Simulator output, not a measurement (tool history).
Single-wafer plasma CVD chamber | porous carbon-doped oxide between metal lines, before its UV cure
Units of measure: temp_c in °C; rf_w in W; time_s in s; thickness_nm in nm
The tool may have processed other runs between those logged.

run,hour,temp_c,rf_w,time_s,thickness_nm
1,0,300,410,28.1,123.04
2,4.7,300,360,28.1,107.74
3,10.7,297,370,28.1,112.42
4,16.5,306,370,28.1,107.06
5,22.3,303,380,28.1,111.45
6,25.8,300,390,28.1,117.14
7,33.2,297,395,28.1,120.33
8,37.5,295,400,28.1,123.9
9,38.2,293,405,28.1,126.94
10,43.6,291,410,28.1,129.62
11,45.4,289,415,28.1,133.78
12,50.3,287,415,28.1,135.07

For run 13, what comes out?
# hour 56.4: RF generator calibrated
13,56.4,277,445,28.1,?

{"run 13": {"thickness_nm": 161.92}}

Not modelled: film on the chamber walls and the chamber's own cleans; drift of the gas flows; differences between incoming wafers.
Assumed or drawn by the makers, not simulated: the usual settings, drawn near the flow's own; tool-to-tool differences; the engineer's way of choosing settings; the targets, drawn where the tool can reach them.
